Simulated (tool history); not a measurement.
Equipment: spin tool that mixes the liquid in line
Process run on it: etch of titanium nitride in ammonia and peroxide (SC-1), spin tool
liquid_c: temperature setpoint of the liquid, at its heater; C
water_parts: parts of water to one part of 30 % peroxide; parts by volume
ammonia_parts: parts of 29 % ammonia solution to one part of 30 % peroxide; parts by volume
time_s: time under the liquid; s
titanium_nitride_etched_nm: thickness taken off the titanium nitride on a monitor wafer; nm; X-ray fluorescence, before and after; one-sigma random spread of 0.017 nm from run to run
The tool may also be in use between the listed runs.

{"run": 1, "hour": 0.0, "liquid_c": 47.0, "water_parts": 22.0, "ammonia_parts": 0.8, "time_s": 50, "titanium_nitride_etched_nm": 1.5531}
{"run": 2, "hour": 3.1, "liquid_c": 47.0, "water_parts": 25.5, "ammonia_parts": 0.8, "time_s": 50, "titanium_nitride_etched_nm": 1.416}
{"run": 3, "hour": 11.9, "liquid_c": 47.0, "water_parts": 25.5, "ammonia_parts": 0.8, "time_s": 50, "titanium_nitride_etched_nm": 1.429}
{"run": 4, "hour": 15.0, "liquid_c": 48.5, "water_parts": 25.5, "ammonia_parts": 0.8, "time_s": 50, "titanium_nitride_etched_nm": 1.5871}
{"run": 5, "hour": 19.4, "liquid_c": 49.5, "water_parts": 25.5, "ammonia_parts": 0.8, "time_s": 50, "titanium_nitride_etched_nm": 1.706}
{"run": 6, "hour": 23.6, "liquid_c": 49.5, "water_parts": 33.5, "ammonia_parts": 0.8, "time_s": 50, "titanium_nitride_etched_nm": 1.465}

For run 7, what comes out?
{"run": 7, "hour": 26.2, "liquid_c": 51.0, "water_parts": 33.5, "ammonia_parts": 0.8, "time_s": 50, "titanium_nitride_etched_nm": "?"}

{"run 7": {"titanium_nitride_etched_nm": 1.6092}}

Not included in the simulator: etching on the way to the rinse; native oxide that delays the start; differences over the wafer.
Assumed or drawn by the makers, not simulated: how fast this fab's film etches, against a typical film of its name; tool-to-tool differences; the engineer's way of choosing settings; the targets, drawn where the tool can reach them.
